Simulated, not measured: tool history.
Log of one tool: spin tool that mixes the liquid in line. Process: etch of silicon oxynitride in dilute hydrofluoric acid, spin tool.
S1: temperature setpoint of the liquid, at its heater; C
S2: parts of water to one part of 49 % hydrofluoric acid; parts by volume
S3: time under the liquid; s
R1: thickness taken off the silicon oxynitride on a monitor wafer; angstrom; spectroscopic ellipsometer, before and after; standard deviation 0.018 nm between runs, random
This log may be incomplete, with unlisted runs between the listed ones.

| run | hour | S1 | S2 | S3 | R1 |
|---|---|---|---|---|---|
| 1 | 0 | 22 | 195 | 275 | 32.909 |
| 2 | 8.8 | 22 | 125 | 275 | 54.44 |
| 3 | 16.4 | 21.5 | 140 | 275 | 45.919 |
| 4 | 24.7 | 21.5 | 140 | 295 | 49.994 |
| 5 | 32.7 | 21.5 | 140 | 275 | 45.969 |
| 6 | 37.1 | 23 | 140 | 275 | 50.24 |

For run 7, what comes out?
| 7 | 41.6 | 22.5 | 155 | 275 | ? |

Run 7 gave R1 44.011 angstrom.
